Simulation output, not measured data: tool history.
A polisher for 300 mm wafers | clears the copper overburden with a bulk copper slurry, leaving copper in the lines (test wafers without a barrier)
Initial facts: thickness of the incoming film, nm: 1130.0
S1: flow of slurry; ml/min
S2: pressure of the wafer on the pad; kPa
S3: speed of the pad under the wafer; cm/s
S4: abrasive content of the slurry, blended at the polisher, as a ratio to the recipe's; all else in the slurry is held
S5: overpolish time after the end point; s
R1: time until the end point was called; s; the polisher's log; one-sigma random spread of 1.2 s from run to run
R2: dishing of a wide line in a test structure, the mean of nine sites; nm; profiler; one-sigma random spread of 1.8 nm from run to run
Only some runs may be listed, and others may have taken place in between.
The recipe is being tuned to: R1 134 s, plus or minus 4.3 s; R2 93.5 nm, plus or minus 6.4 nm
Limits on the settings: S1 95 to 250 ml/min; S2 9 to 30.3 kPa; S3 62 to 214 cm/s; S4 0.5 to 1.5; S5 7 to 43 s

run 1 hour=0 | S1=160 S2=19.3 S3=138 S4=1 S5=22 | R1=112.64 R2=98.792
run 2 hour=4 | S1=155 S2=18.6 S3=138 S4=1 S5=23 | R1=116.89 R2=100.06
run 3 hour=12.1 | S1=155 S2=18.6 S3=138 S4=1 S5=31 | R1=116.09 R2=112.97
run 4 hour=19.4 | S1=155 S2=18.6 S3=108 S4=1 S5=31 | R1=149.18 R2=105.41
run 5 hour=22.2 | S1=165 S2=19.3 S3=108 S4=1 S5=28 | R1=140.52 R2=97.107
run 6 hour=31.2 | S1=165 S2=14.5 S3=108 S4=1 S5=28 | R1=175.44 R2=88.524
run 7 hour=31.8 | S1=180 S2=15.9 S3=108 S4=1 S5=27 | R1=161.95 R2=87.615
run 8 hour=34.8 | S1=190 S2=17.2 S3=108 S4=1 S5=27 | R1=149.39 R2=94.529
run 9 hour=42.5 | S1=200 S2=17.9 S3=108 S4=1 S5=26 | R1=143.32 R2=92.241
run 10 hour=49.1 | S1=205 S2=17.9 S3=108 S4=1 S5=26 | R1=144.02 R2=95.774
run 11 hour=53.3 | S1=210 S2=18.6 S3=108 S4=1 S5=25 | R1=141.1 R2=95.108
run 12 hour=56.9 | S1=210 S2=18.6 S3=108 S4=1 S5=25 | R1=141.84 R2=96.159

Which of these 4 next moves meets every target?
run A hour=60.5 | S1=210 S2=17.2 S3=128 S4=1 S5=24 | R1=? R2=?
run B hour=60.5 | S1=210 S2=20.7 S3=112 S4=1.05 S5=24 | R1=? R2=?
run C hour=60.5 | S1=220 S2=16.5 S3=124 S4=1 S5=23 | R1=? R2=?
run D hour=60.5 | S1=250 S2=19.3 S3=100 S4=0.9 S5=32 | R1=? R2=?

move=A R1=127.27 R2=100.6
move=B R1=125.38 R2=103.83
move=C R1=134.32 R2=95.612
move=D R1=148.59 R2=108.3
A: moves the result that the last run missed by most past its target, out the other side
B: moves the result that the last run missed by most past its target, out the other side
C: in spec on every target
D: misses by more than the last run did
The right move is C.
